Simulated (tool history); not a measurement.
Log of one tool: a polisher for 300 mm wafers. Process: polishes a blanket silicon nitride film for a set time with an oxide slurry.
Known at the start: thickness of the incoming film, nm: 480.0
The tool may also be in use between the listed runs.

run  hour  flow of slurry (ml/min)  pressure of the wafer on the pad (psi)  speed of the pad under the wafer (cm/s)  abrasive content of the slurry  polishing time (s)  film removed (angstrom)
  1   0.0                      135                                     3.0                                      124                             1.0                  90                   641.59
  2   8.3                      135                                     2.7                                      124                             1.0                  90                   582.39
  3  16.9                      150                                     2.7                                      124                             1.0                  90                   591.57
  4  22.4                      150                                     3.2                                      124                             1.0                  90                   681.19
  5  25.6                      150                                     2.9                                      120                             1.0                  90                   613.57
  6  28.4                      150                                     2.9                                      140                             1.0                  90                   693.18
  7  30.6                      150                                     2.6                                      134                             1.0                  90                   612.51

The next listed run, before its measurement:
  8  37.6                      145                                     2.4                                      128                             1.0                  90                        ?

film removed (angstrom): 547.99
